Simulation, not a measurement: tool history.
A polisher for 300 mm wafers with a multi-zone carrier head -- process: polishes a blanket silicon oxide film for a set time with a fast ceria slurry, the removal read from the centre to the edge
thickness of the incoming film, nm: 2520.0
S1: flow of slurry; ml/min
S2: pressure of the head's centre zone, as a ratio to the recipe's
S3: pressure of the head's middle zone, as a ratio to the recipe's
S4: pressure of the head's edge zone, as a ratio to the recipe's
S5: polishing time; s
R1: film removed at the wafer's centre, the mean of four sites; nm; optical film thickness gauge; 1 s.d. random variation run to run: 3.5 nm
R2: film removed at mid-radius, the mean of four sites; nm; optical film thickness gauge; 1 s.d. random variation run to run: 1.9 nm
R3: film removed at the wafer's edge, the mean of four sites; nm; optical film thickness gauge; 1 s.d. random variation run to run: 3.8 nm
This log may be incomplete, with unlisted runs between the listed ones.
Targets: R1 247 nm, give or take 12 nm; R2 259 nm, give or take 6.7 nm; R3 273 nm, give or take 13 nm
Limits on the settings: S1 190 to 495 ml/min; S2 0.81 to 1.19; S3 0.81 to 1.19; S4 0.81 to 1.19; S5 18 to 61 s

run,hour,S1,S2,S3,S4,S5,R1,R2,R3
1,0,320,1,1,1,39,404.86,400.21,396.27
2,3.5,320,1,1,1,44,456.32,450.64,445.34
3,8.2,320,1.04,1,1,44,476.92,457.09,456.03
4,15.9,320,1.04,1.04,1,44,463.51,468.57,436.63
5,21.1,315,1.01,1.03,1,41,426.14,434.93,410.51
6,23.2,310,0.98,1.02,1,38,377.71,393.39,382.81
7,30.1,310,0.98,1.02,1,38,383.77,397.87,384.36
8,36.5,310,0.96,1.01,0.99,36,357.93,369.48,353.78
9,38.2,305,0.94,1,0.99,35,339.23,360.18,351.87

Which of these 4 next moves meets every target?
A,39.9,270,0.97,1.02,1.19,25,?,?,?
B,39.9,440,1.19,0.92,0.93,32,?,?,?
C,39.9,385,0.86,1.01,1.12,24,?,?,?
D,39.9,305,1.07,0.89,0.97,27,?,?,?

move,R1,R2,R3
A,244.17,256.42,267.27
B,403.63,314.89,321.19
C,215.97,253.22,257.06
D,295.39,250.48,268.76
A: each result inside its tolerance
B: better than the last run, though not everything is in spec
C: corrects the largest miss of the last run, while another result sits out of spec
D: pushes the last run's worst result past its target
The move that meets every target is A.
